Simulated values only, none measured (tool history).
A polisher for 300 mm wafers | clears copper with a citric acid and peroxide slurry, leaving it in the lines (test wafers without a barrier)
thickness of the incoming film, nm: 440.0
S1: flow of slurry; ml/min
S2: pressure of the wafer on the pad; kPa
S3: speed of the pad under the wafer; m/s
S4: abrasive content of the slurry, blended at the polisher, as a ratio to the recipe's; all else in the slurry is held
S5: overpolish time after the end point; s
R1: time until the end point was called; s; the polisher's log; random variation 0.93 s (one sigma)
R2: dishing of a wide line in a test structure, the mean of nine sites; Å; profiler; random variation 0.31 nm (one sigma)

run,hour,S1,S2,S3,S4,S5,R1,R2
1,0,240,26.9,1.36,1,9,112.91,166.07
2,3.9,240,29,1.38,1,9,108.63,176.61
3,7.1,240,29,1.38,1.2,9,103.46,174.61
4,12.3,240,29,1.38,1.3,9,99.429,175.3
5,14.2,240,29,1.38,1.2,9,101.5,178.58
6,20,240,29,1.16,1.2,9,118.9,166.89
7,25.7,240,31,1.2,1.2,9,108.69,169.11
8,31.1,240,32.4,1.26,1.2,9,103.77,176.25

The next listed run, before its measurement:
9,37.2,250,40,1.64,1.25,9,?,?

R1: 66.576 s
R2: 213.34 Å
